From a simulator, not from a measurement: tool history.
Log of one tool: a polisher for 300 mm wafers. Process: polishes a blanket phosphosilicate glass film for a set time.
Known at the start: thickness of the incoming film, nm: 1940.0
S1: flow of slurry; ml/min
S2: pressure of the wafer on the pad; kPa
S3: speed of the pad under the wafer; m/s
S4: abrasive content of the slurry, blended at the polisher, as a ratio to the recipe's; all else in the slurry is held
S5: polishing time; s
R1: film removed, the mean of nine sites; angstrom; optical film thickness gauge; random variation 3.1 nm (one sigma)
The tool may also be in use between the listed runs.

| run | hour | S1 | S2 | S3 | S4 | S5 | R1 |
|---|---|---|---|---|---|---|---|
| 1 | 0 | 250 | 26.9 | 1.2 | 1 | 35 | 3732.5 |
| 2 | 8.9 | 250 | 26.9 | 1.34 | 1 | 35 | 4131.4 |
| 3 | 11.2 | 215 | 26.9 | 1.34 | 1 | 35 | 4058.5 |
| 4 | 15 | 215 | 23.4 | 1.32 | 1 | 35 | 3436.2 |
| 5 | 16 | 215 | 21.4 | 1.32 | 1 | 35 | 3200.6 |
| 6 | 17.7 | 215 | 21.4 | 1.32 | 1.15 | 35 | 3529.7 |
| 7 | 24.9 | 215 | 19.3 | 1.32 | 1.15 | 35 | 3114.7 |
| 8 | 29 | 215 | 17.9 | 1.32 | 1.15 | 35 | 2918.5 |

Run 9 comes next. What will it give?
| 9 | 36.4 | 215 | 17.2 | 1.32 | 1.15 | 35 | ? |

R1: 2781.9 angstrom
